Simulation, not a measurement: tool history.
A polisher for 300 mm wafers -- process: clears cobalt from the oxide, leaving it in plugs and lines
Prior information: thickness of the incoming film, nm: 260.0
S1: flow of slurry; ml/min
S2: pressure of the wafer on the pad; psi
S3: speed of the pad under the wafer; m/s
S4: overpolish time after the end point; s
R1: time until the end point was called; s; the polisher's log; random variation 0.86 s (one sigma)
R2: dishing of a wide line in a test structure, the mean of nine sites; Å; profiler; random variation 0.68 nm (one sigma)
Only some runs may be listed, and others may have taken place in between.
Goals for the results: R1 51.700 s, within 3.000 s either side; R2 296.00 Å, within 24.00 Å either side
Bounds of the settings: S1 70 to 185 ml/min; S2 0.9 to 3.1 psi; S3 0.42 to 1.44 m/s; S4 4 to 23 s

{"run": 1, "hour": 0.0, "S1": 120, "S2": 2.0, "S3": 0.92, "S4": 12, "R1": 65.291, "R2": 323.39}
{"run": 2, "hour": 1.6, "S1": 120, "S2": 2.1, "S3": 0.92, "S4": 11, "R1": 63.816, "R2": 302.25}
{"run": 3, "hour": 10.3, "S1": 120, "S2": 2.2, "S3": 0.92, "S4": 10, "R1": 61.64, "R2": 298.37}
{"run": 4, "hour": 13.4, "S1": 120, "S2": 2.3, "S3": 0.92, "S4": 9, "R1": 59.622, "R2": 285.13}
{"run": 5, "hour": 15.7, "S1": 120, "S2": 2.3, "S3": 0.92, "S4": 12, "R1": 59.18, "R2": 351.9}
{"run": 6, "hour": 21.0, "S1": 120, "S2": 2.3, "S3": 0.82, "S4": 12, "R1": 64.45, "R2": 336.85}
{"run": 7, "hour": 29.7, "S1": 120, "S2": 2.4, "S3": 0.84, "S4": 11, "R1": 60.155, "R2": 344.75}
{"run": 8, "hour": 33.2, "S1": 120, "S2": 2.4, "S3": 0.88, "S4": 10, "R1": 57.872, "R2": 323.33}
{"run": 9, "hour": 33.7, "S1": 125, "S2": 2.6, "S3": 0.9, "S4": 7, "R1": 53.426, "R2": 265.24}

Which of these 4 next moves meets every target?
{"run": "A", "hour": 34.2, "S1": 120, "S2": 2.3, "S3": 1.1, "S4": 8, "R1": "?", "R2": "?"}
{"run": "B", "hour": 34.2, "S1": 125, "S2": 2.3, "S3": 0.98, "S4": 7, "R1": "?", "R2": "?"}
{"run": "C", "hour": 34.2, "S1": 170, "S2": 2.7, "S3": 0.86, "S4": 6, "R1": "?", "R2": "?"}
{"run": "D", "hour": 34.2, "S1": 135, "S2": 2.6, "S3": 1.08, "S4": 7, "R1": "?", "R2": "?"}

move=A R1=52.141 R2=306.64
move=B R1=56.394 R2=264.31
move=C R1=51.305 R2=252.92
move=D R1=46.568 R2=302.31
A: all results land within tolerance of their targets
B: further off than the last run
C: further off than the last run
D: gets the furthest-off result to its target, but another result is out of tolerance
The right move is A.
